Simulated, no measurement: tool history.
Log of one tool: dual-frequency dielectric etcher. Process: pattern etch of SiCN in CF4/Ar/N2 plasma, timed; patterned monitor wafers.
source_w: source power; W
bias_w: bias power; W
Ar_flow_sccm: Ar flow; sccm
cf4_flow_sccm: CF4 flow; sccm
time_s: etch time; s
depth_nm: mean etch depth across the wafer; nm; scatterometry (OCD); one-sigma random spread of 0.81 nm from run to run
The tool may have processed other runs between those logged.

{"run": 1, "hour": 0.0, "source_w": 520, "bias_w": 52, "Ar_flow_sccm": 89, "cf4_flow_sccm": 50, "time_s": 131.5, "depth_nm": 106.39}
{"run": 2, "hour": 4.9, "source_w": 430, "bias_w": 52, "Ar_flow_sccm": 89, "cf4_flow_sccm": 50, "time_s": 131.5, "depth_nm": 87.708}
{"run": 3, "hour": 5.6, "source_w": 430, "bias_w": 52, "Ar_flow_sccm": 104, "cf4_flow_sccm": 50, "time_s": 131.5, "depth_nm": 86.176}
{"run": 4, "hour": 13.5, "source_w": 460, "bias_w": 52, "Ar_flow_sccm": 104, "cf4_flow_sccm": 50, "time_s": 131.5, "depth_nm": 91.448}
{"run": 5, "hour": 20.0, "source_w": 520, "bias_w": 52, "Ar_flow_sccm": 104, "cf4_flow_sccm": 50, "time_s": 131.5, "depth_nm": 103.34}
{"run": 6, "hour": 22.7, "source_w": 520, "bias_w": 52, "Ar_flow_sccm": 104, "cf4_flow_sccm": 59, "time_s": 131.5, "depth_nm": 106.42}
{"run": 7, "hour": 26.8, "source_w": 530, "bias_w": 52, "Ar_flow_sccm": 104, "cf4_flow_sccm": 59, "time_s": 131.5, "depth_nm": 108.71}

For run 8, what comes out?
{"run": 8, "hour": 32.1, "source_w": 610, "bias_w": 53, "Ar_flow_sccm": 104, "cf4_flow_sccm": 59, "time_s": 131.5, "depth_nm": "?"}

Run 8 gave depth_nm 125.97 nm.
